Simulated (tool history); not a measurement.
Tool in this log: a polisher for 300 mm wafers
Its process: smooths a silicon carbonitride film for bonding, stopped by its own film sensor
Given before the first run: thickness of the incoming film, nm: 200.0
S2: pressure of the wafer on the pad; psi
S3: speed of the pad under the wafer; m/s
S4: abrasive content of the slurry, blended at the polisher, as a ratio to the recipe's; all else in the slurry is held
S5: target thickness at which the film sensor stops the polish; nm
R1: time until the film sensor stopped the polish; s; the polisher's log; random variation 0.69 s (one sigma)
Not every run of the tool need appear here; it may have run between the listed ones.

{"run": 1, "hour": 0.0, "flow of slurry (ml/min)": 220, "S2": 1.4, "S3": 0.68, "S4": 1.0, "S5": 192, "R1": 50.941}
{"run": 2, "hour": 6.5, "flow of slurry (ml/min)": 190, "S2": 1.4, "S3": 0.68, "S4": 1.0, "S5": 192, "R1": 52.772}
{"run": 3, "hour": 12.7, "flow of slurry (ml/min)": 195, "S2": 1.5, "S3": 0.68, "S4": 1.0, "S5": 192, "R1": 49.012}
{"run": 4, "hour": 17.4, "flow of slurry (ml/min)": 195, "S2": 1.5, "S3": 0.68, "S4": 1.0, "S5": 192, "R1": 48.136}
{"run": 5, "hour": 20.1, "flow of slurry (ml/min)": 195, "S2": 1.2, "S3": 0.68, "S4": 1.0, "S5": 192, "R1": 59.67}
{"run": 6, "hour": 27.5, "flow of slurry (ml/min)": 195, "S2": 1.4, "S3": 0.7, "S4": 1.0, "S5": 192, "R1": 48.911}
{"run": 7, "hour": 28.9, "flow of slurry (ml/min)": 195, "S2": 1.5, "S3": 0.7, "S4": 1.0, "S5": 192, "R1": 47.649}

The next listed run, before its measurement:
{"run": 8, "hour": 35.6, "flow of slurry (ml/min)": 195, "S2": 1.6, "S3": 0.7, "S4": 1.0, "S5": 192, "R1": "?"}

{"run 8": {"R1": 44.057}}

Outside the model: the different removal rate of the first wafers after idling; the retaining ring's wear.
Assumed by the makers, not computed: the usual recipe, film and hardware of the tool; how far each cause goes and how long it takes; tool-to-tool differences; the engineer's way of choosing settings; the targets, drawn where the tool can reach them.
